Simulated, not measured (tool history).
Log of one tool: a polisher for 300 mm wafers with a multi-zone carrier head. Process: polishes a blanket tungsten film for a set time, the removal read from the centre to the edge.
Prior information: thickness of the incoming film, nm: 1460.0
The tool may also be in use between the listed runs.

run,day,flow of slurry (ml/min),pressure of the head's centre zone,pressure of the head's middle zone,pressure of the head's edge zone,abrasive content of the slurry,polishing time (s),film removed at the wafer's centre (Å),film removed at mid-radius (Å),film removed at the wafer's edge (Å)
1,0.000,230,1.00,1.00,1.00,1.00,56,2251.5,2197.6,2232.7
2,0.354,240,1.02,1.03,1.04,1.15,57,2385.2,2392.7,2406.3
3,0.375,240,1.02,1.03,1.04,1.15,47,2003.9,2044.3,1929.6
4,0.738,240,1.04,1.03,1.06,1.25,51,2271.5,2180.1,2167.7
5,0.925,215,1.04,1.03,1.06,1.25,51,2178.2,2191.9,2200.9
6,0.992,215,1.06,1.05,1.07,1.35,53,2344.9,2360.3,2323.0
7,1.096,220,1.07,1.06,1.09,1.40,55,2501.8,2498.9,2428.0

Forecast run 8:
8,1.138,220,1.07,1.05,1.10,1.45,56,?,?,?

film removed at the wafer's centre (Å): 2593.6
film removed at mid-radius (Å): 2539.8
film removed at the wafer's edge (Å): 2491.0
